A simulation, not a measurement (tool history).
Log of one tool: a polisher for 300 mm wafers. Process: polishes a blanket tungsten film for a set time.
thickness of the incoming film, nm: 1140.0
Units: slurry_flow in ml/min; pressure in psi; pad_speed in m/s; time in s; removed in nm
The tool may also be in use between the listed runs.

run 1 day=0 | slurry_flow=255 pressure=2.5 pad_speed=0.98 slurry_solids=1 time=58 | removed=148.55
run 2 day=0.283 | slurry_flow=255 pressure=2.5 pad_speed=0.98 slurry_solids=1 time=60 | removed=150.61
run 3 day=0.458 | slurry_flow=255 pressure=2.5 pad_speed=0.98 slurry_solids=1 time=60 | removed=152.99
run 4 day=0.712 | slurry_flow=255 pressure=2.5 pad_speed=0.98 slurry_solids=1 time=60 | removed=152.37
run 5 day=1.038 | slurry_flow=255 pressure=1.9 pad_speed=0.98 slurry_solids=1 time=60 | removed=116.69
run 6 day=1.3 | slurry_flow=255 pressure=1.9 pad_speed=0.98 slurry_solids=1 time=60 | removed=116.02
run 7 day=1.521 | slurry_flow=250 pressure=1.8 pad_speed=0.98 slurry_solids=1 time=60 | removed=110.91
run 8 day=1.571 | slurry_flow=245 pressure=1.8 pad_speed=0.98 slurry_solids=1 time=60 | removed=110.19

Run 9 comes next. What will it give?
run 9 day=1.696 | slurry_flow=235 pressure=1.8 pad_speed=0.98 slurry_solids=1 time=60 | removed=?

{"run 9": {"removed": 109.96}}
